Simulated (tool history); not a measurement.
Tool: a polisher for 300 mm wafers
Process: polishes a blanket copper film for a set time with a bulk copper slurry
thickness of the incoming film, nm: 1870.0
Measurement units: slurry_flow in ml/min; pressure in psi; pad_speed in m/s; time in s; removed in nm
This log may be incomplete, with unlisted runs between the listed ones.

| run | hour | slurry_flow | pressure | pad_speed | slurry_solids | time | removed |
|---|---|---|---|---|---|---|---|
| 1 | 0 | 210 | 2.8 | 0.98 | 1 | 44 | 457.38 |
| 2 | 1.9 | 210 | 2.8 | 0.98 | 1 | 44 | 456.83 |
| 3 | 7.7 | 205 | 2.5 | 0.96 | 1 | 44 | 407.2 |
| 4 | 15.7 | 205 | 2.3 | 0.94 | 1 | 44 | 377.89 |
| 5 | 18.5 | 200 | 2.1 | 0.92 | 1 | 44 | 346.34 |
| 6 | 22.6 | 200 | 2.1 | 0.74 | 1 | 44 | 278.87 |
| 7 | 25.7 | 200 | 2 | 0.74 | 1 | 44 | 268.89 |

Estimate the outcome of run 8 from the log above:
| 8 | 30.8 | 200 | 1.9 | 0.74 | 1 | 44 | ? |

removed: 261.91 nm
